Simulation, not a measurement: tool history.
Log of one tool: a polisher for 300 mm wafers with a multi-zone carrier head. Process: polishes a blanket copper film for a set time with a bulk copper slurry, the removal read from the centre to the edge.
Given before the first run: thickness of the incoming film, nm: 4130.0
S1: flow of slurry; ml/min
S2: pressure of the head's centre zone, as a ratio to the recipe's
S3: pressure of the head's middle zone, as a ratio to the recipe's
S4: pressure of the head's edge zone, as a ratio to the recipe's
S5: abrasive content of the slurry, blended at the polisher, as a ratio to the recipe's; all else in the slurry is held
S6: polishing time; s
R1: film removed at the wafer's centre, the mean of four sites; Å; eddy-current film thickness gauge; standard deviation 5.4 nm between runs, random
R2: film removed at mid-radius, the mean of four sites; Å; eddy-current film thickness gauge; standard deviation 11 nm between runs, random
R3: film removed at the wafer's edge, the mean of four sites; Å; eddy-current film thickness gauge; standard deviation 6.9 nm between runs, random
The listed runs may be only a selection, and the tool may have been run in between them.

Run 1, day 0.000: S1 245 ml/min, S2 1.00, S3 1.00, S4 1.00, S5 1.00, S6 86 s. Result: R1 10457.0 Å, R2 11078.0 Å, R3 11072.0 Å.
Run 2, day 0.092: S1 240 ml/min, S2 0.98, S3 0.99, S4 0.98, S5 0.95, S6 84 s. Result: R1 9939.7 Å, R2 10347.0 Å, R3 10505.0 Å.
Run 3, day 0.462: S1 270 ml/min, S2 0.98, S3 0.99, S4 0.98, S5 0.95, S6 84 s. Result: R1 10182.0 Å, R2 10738.0 Å, R3 10730.0 Å.
Run 4, day 0.821: S1 270 ml/min, S2 0.98, S3 0.99, S4 0.91, S5 0.95, S6 84 s. Result: R1 10224.0 Å, R2 10463.0 Å, R3 10529.0 Å.
Run 5, day 0.854: S1 270 ml/min, S2 0.98, S3 0.99, S4 0.91, S5 0.95, S6 76 s. Result: R1 9121.4 Å, R2 9508.0 Å, R3 9451.2 Å.
Run 6, day 1.217: S1 215 ml/min, S2 0.98, S3 0.99, S4 0.91, S5 0.95, S6 76 s. Result: R1 8954.3 Å, R2 9383.2 Å, R3 9189.0 Å.
Run 7, day 1.475: S1 210 ml/min, S2 0.96, S3 0.98, S4 0.91, S5 0.90, S6 75 s. Result: R1 8431.9 Å, R2 8882.5 Å, R3 9030.8 Å.
Run 8, day 1.800: S1 205 ml/min, S2 0.95, S3 0.99, S4 0.90, S5 0.85, S6 74 s. Result: R1 8029.0 Å, R2 8670.3 Å, R3 8631.0 Å.
Run 9, day 1.912: S1 200 ml/min, S2 0.94, S3 0.99, S4 0.89, S5 0.80, S6 74 s. Result: R1 7959.7 Å, R2 8560.2 Å, R3 8378.1 Å.
Run 10, day 2.071: S1 195 ml/min, S2 0.92, S3 0.98, S4 0.89, S5 0.80, S6 74 s. Result: R1 7545.3 Å, R2 8265.3 Å, R3 8455.0 Å.
Run 11, day 2.304: S1 190 ml/min, S2 0.91, S3 0.98, S4 0.88, S5 0.75, S6 74 s. Result: R1 7285.2 Å, R2 8213.5 Å, R3 8255.2 Å.
Run 12, day 2.388: S1 180 ml/min, S2 0.85, S3 0.91, S4 0.83, S5 0.55, S6 73 s. Result: R1 6048.0 Å, R2 6865.1 Å, R3 7093.9 Å.
Run 13, day 2.667: S1 185 ml/min, S2 0.85, S3 0.92, S4 0.84, S5 0.55, S6 73 s. Result: R1 5967.8 Å, R2 6792.0 Å, R3 7117.4 Å.
Run 14, day 3.046: S1 185 ml/min, S2 0.85, S3 0.93, S4 0.85, S5 0.55, S6 73 s. Result: R1 6080.9 Å, R2 7083.2 Å, R3 7270.9 Å.
Run 15, day 3.304: S1 190 ml/min, S2 0.85, S3 0.93, S4 0.86, S5 0.55, S6 73 s. Result: R1 6000.6 Å, R2 7031.6 Å, R3 7365.7 Å.
Run 16, day 3.508: S1 195 ml/min, S2 0.85, S3 0.93, S4 0.86, S5 0.55, S6 73 s. Result: R1 6117.6 Å, R2 7011.5 Å, R3 7282.9 Å.

Run 17, settings as shown, results not yet in. Your forecast:
Run 17, day 3.658: S1 225 ml/min, S2 0.86, S3 0.97, S4 0.91, S5 0.65, S6 73 s. Result: R1 ?, R2 ?, R3 ?.

{"run 17": {"R1": 6674.6, "R2": 7910.1, "R3": 7897.4}}

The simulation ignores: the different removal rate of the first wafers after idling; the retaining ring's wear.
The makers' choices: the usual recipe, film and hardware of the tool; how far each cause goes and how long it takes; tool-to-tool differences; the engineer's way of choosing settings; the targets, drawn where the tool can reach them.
